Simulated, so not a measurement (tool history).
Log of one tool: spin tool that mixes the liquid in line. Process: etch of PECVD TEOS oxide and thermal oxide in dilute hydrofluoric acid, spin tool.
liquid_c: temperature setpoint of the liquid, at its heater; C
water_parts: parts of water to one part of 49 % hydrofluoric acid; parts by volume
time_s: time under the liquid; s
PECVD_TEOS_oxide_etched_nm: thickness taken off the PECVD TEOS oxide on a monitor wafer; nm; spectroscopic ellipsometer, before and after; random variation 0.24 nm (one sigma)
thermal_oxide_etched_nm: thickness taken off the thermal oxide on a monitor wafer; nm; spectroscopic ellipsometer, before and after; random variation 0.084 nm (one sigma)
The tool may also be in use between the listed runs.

run    day  liquid_c  water_parts  time_s  PECVD_TEOS_oxide_etched_nm  thermal_oxide_etched_nm
  1      0        25          280     180                      10.747                   2.3026
  2    0.2        25          280     235                      14.148                   2.9624
  3  0.388      22.5          280     235                      13.049                   2.7754
  4  0.721      25.5          280     235                      14.642                    3.163
  5  0.938      25.5          190     235                       23.21                   5.0636
  6  1.204      23.5          190     235                      21.613                    4.552
  7  1.283      24.5          185     235                      23.236                   4.9762

Run 8 comes next. What will it give?
  8  1.533      25.5          185     235                           ?                        ?

{"run 8": {"PECVD_TEOS_oxide_etched_nm": 24.548, "thermal_oxide_etched_nm": 5.2177}}
